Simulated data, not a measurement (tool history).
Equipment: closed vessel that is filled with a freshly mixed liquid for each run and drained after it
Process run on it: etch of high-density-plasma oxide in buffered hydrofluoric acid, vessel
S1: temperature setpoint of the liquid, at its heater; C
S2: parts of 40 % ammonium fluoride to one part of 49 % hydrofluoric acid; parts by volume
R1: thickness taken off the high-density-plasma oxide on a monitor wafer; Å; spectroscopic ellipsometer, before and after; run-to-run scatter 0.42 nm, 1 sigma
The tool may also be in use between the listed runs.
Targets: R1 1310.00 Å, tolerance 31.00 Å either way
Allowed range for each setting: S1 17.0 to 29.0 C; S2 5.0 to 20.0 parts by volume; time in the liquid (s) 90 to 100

run 1 hour=0.0 | S1=21.0 S2=12.0 time_in_the_liquid_(s)=90 | R1=805.43
run 2 hour=3.2 | S1=22.5 S2=12.0 time_in_the_liquid_(s)=90 | R1=884.11
run 3 hour=8.8 | S1=24.0 S2=12.0 time_in_the_liquid_(s)=90 | R1=955.95
run 4 hour=11.5 | S1=25.0 S2=12.0 time_in_the_liquid_(s)=90 | R1=1010.80
run 5 hour=16.2 | S1=25.0 S2=14.5 time_in_the_liquid_(s)=90 | R1=838.56
run 6 hour=20.7 | S1=26.0 S2=14.0 time_in_the_liquid_(s)=90 | R1=917.40
run 7 hour=21.4 | S1=26.5 S2=13.5 time_in_the_liquid_(s)=90 | R1=970.94
run 8 hour=29.8 | S1=27.0 S2=13.0 time_in_the_liquid_(s)=90 | R1=1039.00
run 9 hour=33.3 | S1=27.5 S2=12.5 time_in_the_liquid_(s)=90 | R1=1109.70
run 10 hour=40.4 | S1=28.0 S2=12.5 time_in_the_liquid_(s)=90 | R1=1137.20
run 11 hour=46.6 | S1=28.5 S2=12.0 time_in_the_liquid_(s)=90 | R1=1221.50

Which of these 4 next moves meets every target?
run A hour=52.8 | S1=28.5 S2=12.5 time_in_the_liquid_(s)=100 | R1=?
run B hour=52.8 | S1=28.0 S2=10.5 time_in_the_liquid_(s)=95 | R1=?
run C hour=52.8 | S1=27.5 S2=12.5 time_in_the_liquid_(s)=90 | R1=?
run D hour=52.8 | S1=28.5 S2=13.5 time_in_the_liquid_(s)=100 | R1=?

move=A R1=1301.40
move=B R1=1427.00
move=C R1=1110.60
move=D R1=1207.00
A: hits every target within its allowed miss
B: moves the result that the last run missed by most past its target, out the other side
C: misses by more than the last run did
D: misses by more than the last run did
Answer: A

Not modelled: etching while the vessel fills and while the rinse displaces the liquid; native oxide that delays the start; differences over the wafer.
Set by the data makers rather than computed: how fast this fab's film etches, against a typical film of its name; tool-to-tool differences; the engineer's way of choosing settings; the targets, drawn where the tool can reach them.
